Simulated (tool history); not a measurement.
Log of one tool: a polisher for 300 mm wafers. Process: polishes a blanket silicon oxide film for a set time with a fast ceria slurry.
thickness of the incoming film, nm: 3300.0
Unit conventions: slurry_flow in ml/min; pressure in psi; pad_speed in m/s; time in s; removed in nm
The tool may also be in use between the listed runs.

run  hour  slurry_flow  pressure  pad_speed  time  removed
  1     0          240       3.3       0.96    78     1239
  2   7.8          240         4       0.96    78   1483.2
  3  16.1          240       4.8       0.96    78   1715.7
  4  22.8          240       4.3        0.9    78   1464.1
  5  27.4          240       5.1        0.9    78   1767.4
  6  30.6          240       4.5       0.86    78   1462.5
  7  36.5          240         4       0.84    78   1287.3
  8  44.7          240       3.6       0.82    78   1149.1
  9  48.3          240       3.3        0.8    78   1026.4
 10  54.7          240         3        0.8    78   939.79
 11  58.8          240       2.8        0.8    78   900.61
 12  66.2          240       2.6        0.8    78    863.7
 13  70.8          240       2.6        0.8    78   842.66
 14  75.3          240       2.5        0.8    78   823.43
 15  77.3          240       2.4        0.8    78   786.77

Run 16 is up next; what results do you expect?
 16  81.3          240       2.3        0.8    78        ?

{"run 16": {"removed": 776.8}}
